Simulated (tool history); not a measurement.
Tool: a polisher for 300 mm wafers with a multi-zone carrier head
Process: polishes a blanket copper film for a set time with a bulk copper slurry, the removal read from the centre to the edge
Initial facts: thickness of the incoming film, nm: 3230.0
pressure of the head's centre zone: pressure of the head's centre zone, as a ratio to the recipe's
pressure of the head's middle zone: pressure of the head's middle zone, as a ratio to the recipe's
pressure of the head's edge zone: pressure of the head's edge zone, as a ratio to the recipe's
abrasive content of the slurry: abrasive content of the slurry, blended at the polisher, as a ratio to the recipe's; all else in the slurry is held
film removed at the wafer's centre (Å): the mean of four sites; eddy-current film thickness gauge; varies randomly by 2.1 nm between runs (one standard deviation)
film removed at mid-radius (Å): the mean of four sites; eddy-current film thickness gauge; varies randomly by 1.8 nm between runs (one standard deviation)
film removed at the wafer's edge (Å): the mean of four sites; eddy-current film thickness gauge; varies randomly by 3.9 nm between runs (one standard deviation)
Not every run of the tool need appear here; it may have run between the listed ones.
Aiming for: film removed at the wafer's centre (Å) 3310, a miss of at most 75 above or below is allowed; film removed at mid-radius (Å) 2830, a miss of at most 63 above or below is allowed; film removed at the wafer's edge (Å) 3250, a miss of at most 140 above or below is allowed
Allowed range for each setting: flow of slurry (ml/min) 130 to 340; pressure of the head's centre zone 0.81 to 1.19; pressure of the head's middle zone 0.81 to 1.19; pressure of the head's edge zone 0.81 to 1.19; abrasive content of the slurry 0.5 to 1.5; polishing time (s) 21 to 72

run	day	flow of slurry (ml/min)	pressure of the head's centre zone	pressure of the head's middle zone	pressure of the head's edge zone	abrasive content of the slurry	polishing time (s)	film removed at the wafer's centre (Å)	film removed at mid-radius (Å)	film removed at the wafer's edge (Å)
1	0	220	1	1	1	1	46	3099	3149.2	3247.5
2	0.325	215	1.02	0.96	1	1	46	3170.3	3035.2	3151.2
3	0.5	215	1.02	0.96	1.07	1	46	3182.3	3032.4	3253.7
4	0.683	210	1.03	0.94	1.09	1	46	3199.1	2983.8	3240.4
5	0.792	210	1.04	0.92	1.11	1	46	3192.8	2931.3	3289
6	0.9	245	1.04	0.92	1.11	1	46	3364.4	2948.1	3386
7	1.142	240	1.04	0.91	1.1	1	46	3326.6	2956.1	3397
8	1.325	235	1.05	0.9	1.09	1	46	3316	2902.2	3333.3

Exactly one of the 5 candidate moves below puts every result within its allowed miss. Which one?
A	1.508	210	1.1	0.95	1.1	1	46	?	?	?
B	1.508	225	0.99	0.81	1.19	0.95	50	?	?	?
C	1.508	300	1.07	0.82	1.18	1	47	?	?	?
D	1.508	315	1.17	0.94	1.19	0.85	44	?	?	?
E	1.508	225	1.05	0.88	1.05	0.8	49	?	?	?

move	film removed at the wafer's centre (Å)	film removed at mid-radius (Å)	film removed at the wafer's edge (Å)
A	3421.1	2985.2	3223.1
B	3335.6	2854.4	3635.4
C	3569.5	2839.3	3537.4
D	3530.9	2853.9	3199.5
E	3322.5	2857.6	3197.3
A: lands further from the targets than the last run did
B: gets the furthest-off result to its target, but another result is out of tolerance
C: gets the furthest-off result to its target, but another result is out of tolerance
D: gets the furthest-off result to its target, but another result is out of tolerance
E: all results in spec
E meets every target.
